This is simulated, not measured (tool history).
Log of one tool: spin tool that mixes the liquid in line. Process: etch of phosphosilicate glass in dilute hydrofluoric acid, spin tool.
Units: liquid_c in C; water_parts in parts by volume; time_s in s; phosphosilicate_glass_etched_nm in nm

run,day,liquid_c,water_parts,time_s,phosphosilicate_glass_etched_nm
1,0.000,24.0,110,55,82.842
2,0.158,24.0,90,55,104.330
3,0.312,24.0,55,55,178.530
4,0.508,22.0,55,55,164.180
5,0.838,21.5,55,55,158.050
6,1.104,21.5,55,60,172.520

Forecast run 7:
7,1.471,21.0,55,60,?

phosphosilicate_glass_etched_nm: 169.340 nm
